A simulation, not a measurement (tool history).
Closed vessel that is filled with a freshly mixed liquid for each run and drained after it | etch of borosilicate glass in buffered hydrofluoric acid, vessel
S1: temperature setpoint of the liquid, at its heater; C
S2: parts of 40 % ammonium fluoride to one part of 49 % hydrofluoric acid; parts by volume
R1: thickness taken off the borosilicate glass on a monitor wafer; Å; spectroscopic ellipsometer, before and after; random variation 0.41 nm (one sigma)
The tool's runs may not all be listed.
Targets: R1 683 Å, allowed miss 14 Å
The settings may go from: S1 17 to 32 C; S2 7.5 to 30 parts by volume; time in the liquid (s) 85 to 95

Run 1, hour 0: S1 24 C, S2 20.5 parts by volume, time in the liquid (s) 85. Result: R1 560.66 Å.
Run 2, hour 2.2: S1 25 C, S2 20.5 parts by volume, time in the liquid (s) 85. Result: R1 589.4 Å.
Run 3, hour 4.8: S1 25.5 C, S2 20.5 parts by volume, time in the liquid (s) 85. Result: R1 605.04 Å.
Run 4, hour 12.4: S1 25.5 C, S2 25 parts by volume, time in the liquid (s) 85. Result: R1 523.94 Å.
Run 5, hour 18.2: S1 27 C, S2 25 parts by volume, time in the liquid (s) 85. Result: R1 569.3 Å.
Run 6, hour 22.9: S1 28 C, S2 25 parts by volume, time in the liquid (s) 85. Result: R1 601.79 Å.
Run 7, hour 32: S1 28.5 C, S2 25 parts by volume, time in the liquid (s) 85. Result: R1 614.92 Å.
Run 8, hour 33.8: S1 29 C, S2 25 parts by volume, time in the liquid (s) 85. Result: R1 631.47 Å.
Run 9, hour 36.1: S1 29.5 C, S2 25 parts by volume, time in the liquid (s) 85. Result: R1 650.46 Å.

4 next moves are on the table. One of them brings every result within its allowed miss. Which?
Run A, hour 38.4: S1 27.5 C, S2 23.5 parts by volume, time in the liquid (s) 95. Result: R1 ?.
Run B, hour 38.4: S1 31 C, S2 25 parts by volume, time in the liquid (s) 85. Result: R1 ?.
Run C, hour 38.4: S1 29 C, S2 25.5 parts by volume, time in the liquid (s) 90. Result: R1 ?.
Run D, hour 38.4: S1 29 C, S2 26.5 parts by volume, time in the liquid (s) 90. Result: R1 ?.

move      R1
   A  682.09
   B  702.78
   C  661.16
   D  643.92
A: meets every target
B: takes the result that was furthest off past its target
C: nearer than the last run, and not there yet
D: further off than the last run
The right move is A.
